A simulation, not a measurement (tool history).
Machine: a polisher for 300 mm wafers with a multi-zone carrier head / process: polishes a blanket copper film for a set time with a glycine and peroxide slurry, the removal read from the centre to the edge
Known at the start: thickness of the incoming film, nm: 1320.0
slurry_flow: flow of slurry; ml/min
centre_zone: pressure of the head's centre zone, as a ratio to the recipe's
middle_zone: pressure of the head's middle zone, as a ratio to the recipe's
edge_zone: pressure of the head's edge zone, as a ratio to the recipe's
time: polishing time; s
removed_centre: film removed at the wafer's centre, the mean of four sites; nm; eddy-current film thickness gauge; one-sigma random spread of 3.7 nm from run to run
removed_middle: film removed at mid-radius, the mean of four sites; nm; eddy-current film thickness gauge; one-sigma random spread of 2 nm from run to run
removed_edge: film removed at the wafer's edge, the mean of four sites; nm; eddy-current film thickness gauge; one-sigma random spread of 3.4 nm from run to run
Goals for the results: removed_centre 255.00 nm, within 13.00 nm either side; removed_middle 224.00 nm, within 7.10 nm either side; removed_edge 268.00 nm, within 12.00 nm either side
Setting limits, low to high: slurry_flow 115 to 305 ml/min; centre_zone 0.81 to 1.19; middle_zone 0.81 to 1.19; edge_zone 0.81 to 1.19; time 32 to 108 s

run,day,slurry_flow,centre_zone,middle_zone,edge_zone,time,removed_centre,removed_middle,removed_edge
1,0.000,195,1.00,1.00,1.00,70,315.87,320.53,331.33
2,0.225,195,1.00,1.00,1.00,86,388.57,392.63,413.16
3,0.479,185,1.00,0.96,0.99,80,366.21,350.01,369.93
4,0.588,150,1.00,0.96,0.99,80,352.87,346.02,366.40
5,0.775,150,1.00,0.96,1.03,80,351.19,339.39,370.53
6,0.921,150,0.99,0.93,1.04,75,322.76,308.86,352.26
7,1.025,150,0.99,0.91,1.03,71,312.28,289.85,328.47
8,1.304,150,0.98,0.89,1.03,68,300.22,269.40,317.18
9,1.483,135,0.93,0.84,0.93,58,236.69,218.09,250.34
10,1.850,135,0.93,0.84,0.93,58,238.21,215.06,252.42
11,2.162,140,0.94,0.84,0.94,58,241.20,216.88,248.80
12,2.417,145,0.94,0.84,0.96,58,243.82,221.00,254.52
13,2.767,145,0.94,0.84,0.97,58,241.82,220.10,267.09
14,2.954,145,0.95,0.84,0.97,58,240.57,219.00,262.01

Pick the move, out of 5, that brings all results within their allowed miss; only one does.
A,3.142,160,0.88,0.83,1.05,58,?,?,?
B,3.142,115,1.09,0.81,1.01,59,?,?,?
C,3.142,115,1.02,0.86,1.02,60,?,?,?
D,3.142,195,0.86,0.89,1.07,55,?,?,?
E,3.142,115,0.93,0.81,1.04,61,?,?,?

move,removed_centre,removed_middle,removed_edge
A,228.53,222.84,272.03
B,268.38,208.30,259.56
C,255.37,222.56,265.05
D,219.17,230.75,266.05
E,236.46,215.53,272.22
A: the biggest miss grows against the last run
B: takes the biggest miss from the last run beyond its target
C: all results land within tolerance of their targets
D: the biggest miss grows against the last run
E: the biggest miss grows against the last run
Move C is the one to make.
